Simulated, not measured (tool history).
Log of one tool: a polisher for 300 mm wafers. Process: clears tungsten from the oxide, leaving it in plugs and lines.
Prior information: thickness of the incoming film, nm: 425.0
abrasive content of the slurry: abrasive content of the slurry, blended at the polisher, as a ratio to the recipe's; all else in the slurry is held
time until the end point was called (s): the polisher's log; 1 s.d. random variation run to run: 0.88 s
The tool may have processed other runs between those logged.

run	hour	flow of slurry (ml/min)	pressure of the wafer on the pad (psi)	speed of the pad under the wafer (m/s)	abrasive content of the slurry	overpolish time after the end point (s)	time until the end point was called (s)
1	0.0	165	2.4	1.32	1.0	11	84.145
2	2.7	165	2.7	1.34	1.0	11	74.369
3	8.7	165	2.9	1.36	1.0	11	71.391
4	11.9	165	3.1	1.38	1.0	11	66.460
# hour 18.6: slurry blender recalibrated
5	18.6	125	3.1	1.38	1.0	11	68.727
6	20.0	100	3.1	1.38	1.0	11	72.264
7	23.0	110	3.3	1.40	1.0	11	66.130

Run 8 has not been measured yet. What should we expect?
8	24.9	115	3.4	1.42	1.0	11	?

{"run 8": {"time until the end point was called (s)": 65.432}}

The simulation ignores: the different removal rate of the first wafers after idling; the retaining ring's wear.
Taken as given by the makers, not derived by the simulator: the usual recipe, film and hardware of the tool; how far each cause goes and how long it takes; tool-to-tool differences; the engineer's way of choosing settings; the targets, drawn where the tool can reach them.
